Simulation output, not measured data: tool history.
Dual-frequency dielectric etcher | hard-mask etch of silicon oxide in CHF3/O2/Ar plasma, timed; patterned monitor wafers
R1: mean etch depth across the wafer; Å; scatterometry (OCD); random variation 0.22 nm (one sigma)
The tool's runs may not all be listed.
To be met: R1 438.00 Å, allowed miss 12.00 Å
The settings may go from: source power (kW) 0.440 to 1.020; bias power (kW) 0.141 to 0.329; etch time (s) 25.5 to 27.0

Run 1, hour 0.0: source power (kW) 0.730, bias power (kW) 0.235, etch time (s) 25.5. Result: R1 592.54 Å.
Run 2, hour 7.0: source power (kW) 0.730, bias power (kW) 0.220, etch time (s) 25.5. Result: R1 577.65 Å.
Run 3, hour 7.7: source power (kW) 0.670, bias power (kW) 0.203, etch time (s) 25.5. Result: R1 536.03 Å.
Run 4, hour 8.3: source power (kW) 0.630, bias power (kW) 0.195, etch time (s) 25.5. Result: R1 509.86 Å.
Run 5, hour 15.1: source power (kW) 0.630, bias power (kW) 0.195, etch time (s) 27.0. Result: R1 537.57 Å.
Run 6, hour 17.2: source power (kW) 0.600, bias power (kW) 0.188, etch time (s) 27.0. Result: R1 526.32 Å.
Run 7, hour 18.9: source power (kW) 0.570, bias power (kW) 0.180, etch time (s) 27.0. Result: R1 500.41 Å.
Run 8, hour 23.2: source power (kW) 0.570, bias power (kW) 0.180, etch time (s) 27.0. Result: R1 500.17 Å.
Run 9, hour 29.7: source power (kW) 0.550, bias power (kW) 0.176, etch time (s) 27.0. Result: R1 486.94 Å.
Run 10, hour 34.9: source power (kW) 0.530, bias power (kW) 0.174, etch time (s) 27.0. Result: R1 480.04 Å.
Run 11, hour 41.1: source power (kW) 0.510, bias power (kW) 0.171, etch time (s) 27.0. Result: R1 471.36 Å.
Run 12, hour 46.1: source power (kW) 0.500, bias power (kW) 0.168, etch time (s) 27.0. Result: R1 461.83 Å.
Run 13, hour 48.5: source power (kW) 0.490, bias power (kW) 0.167, etch time (s) 27.0. Result: R1 460.99 Å.
Run 14, hour 52.0: source power (kW) 0.450, bias power (kW) 0.148, etch time (s) 26.5. Result: R1 410.22 Å.
Run 15, hour 56.6: source power (kW) 0.470, bias power (kW) 0.149, etch time (s) 26.5. Result: R1 418.43 Å.
Run 16, hour 60.9: source power (kW) 0.480, bias power (kW) 0.150, etch time (s) 26.5. Result: R1 422.71 Å.
Run 17, hour 65.1: source power (kW) 0.490, bias power (kW) 0.150, etch time (s) 26.5. Result: R1 424.32 Å.

Which of these 5 next moves meets every target?
Run A, hour 69.3: source power (kW) 0.520, bias power (kW) 0.144, etch time (s) 25.5. Result: R1 ?.
Run B, hour 69.3: source power (kW) 0.490, bias power (kW) 0.175, etch time (s) 27.0. Result: R1 ?.
Run C, hour 69.3: source power (kW) 0.590, bias power (kW) 0.155, etch time (s) 27.0. Result: R1 ?.
Run D, hour 69.3: source power (kW) 0.520, bias power (kW) 0.143, etch time (s) 25.5. Result: R1 ?.
Run E, hour 69.3: source power (kW) 0.510, bias power (kW) 0.153, etch time (s) 26.5. Result: R1 ?.

move      R1
   A  407.74
   B  466.75
   C  470.84
   D  406.24
   E  434.17
A: further off than the last run
B: takes the result that was furthest off past its target
C: takes the result that was furthest off past its target
D: further off than the last run
E: meets every target
The right move is E.
